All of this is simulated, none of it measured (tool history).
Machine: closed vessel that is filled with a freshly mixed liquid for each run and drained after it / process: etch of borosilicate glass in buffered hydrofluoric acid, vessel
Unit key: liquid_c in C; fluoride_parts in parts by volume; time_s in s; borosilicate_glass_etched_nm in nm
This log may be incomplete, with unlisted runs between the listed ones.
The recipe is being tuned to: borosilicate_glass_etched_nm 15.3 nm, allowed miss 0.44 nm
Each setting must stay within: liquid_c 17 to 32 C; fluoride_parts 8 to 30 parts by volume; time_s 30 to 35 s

run 1 day=0 | liquid_c=24 fluoride_parts=22.5 time_s=35 | borosilicate_glass_etched_nm=20.828
run 2 day=0.138 | liquid_c=24 fluoride_parts=26 time_s=35 | borosilicate_glass_etched_nm=18.821
run 3 day=0.521 | liquid_c=24 fluoride_parts=29.5 time_s=35 | borosilicate_glass_etched_nm=17.468
run 4 day=0.875 | liquid_c=23.5 fluoride_parts=29.5 time_s=35 | borosilicate_glass_etched_nm=17.061
run 5 day=1.112 | liquid_c=23.5 fluoride_parts=29.5 time_s=30 | borosilicate_glass_etched_nm=14.503
run 6 day=1.446 | liquid_c=23.5 fluoride_parts=29.5 time_s=35 | borosilicate_glass_etched_nm=16.516
run 7 day=1.596 | liquid_c=23 fluoride_parts=29.5 time_s=35 | borosilicate_glass_etched_nm=16.352
run 8 day=1.888 | liquid_c=22.5 fluoride_parts=29.5 time_s=35 | borosilicate_glass_etched_nm=15.893

Next run, 4 choices. One meets every target within its allowed miss, the rest don't. Which?
run A day=2.179 | liquid_c=20 fluoride_parts=22.5 time_s=30 | borosilicate_glass_etched_nm=?
run B day=2.179 | liquid_c=23.5 fluoride_parts=30 time_s=30 | borosilicate_glass_etched_nm=?
run C day=2.179 | liquid_c=19 fluoride_parts=24 time_s=35 | borosilicate_glass_etched_nm=?
run D day=2.179 | liquid_c=21.5 fluoride_parts=26 time_s=30 | borosilicate_glass_etched_nm=?

move=A borosilicate_glass_etched_nm=14.379
move=B borosilicate_glass_etched_nm=14.262
move=C borosilicate_glass_etched_nm=15.175
move=D borosilicate_glass_etched_nm=14.122
A: takes the biggest miss from the last run beyond its target
B: takes the biggest miss from the last run beyond its target
C: every result within its allowed miss
D: takes the biggest miss from the last run beyond its target
So the answer is move C, the one that meets all the targets.
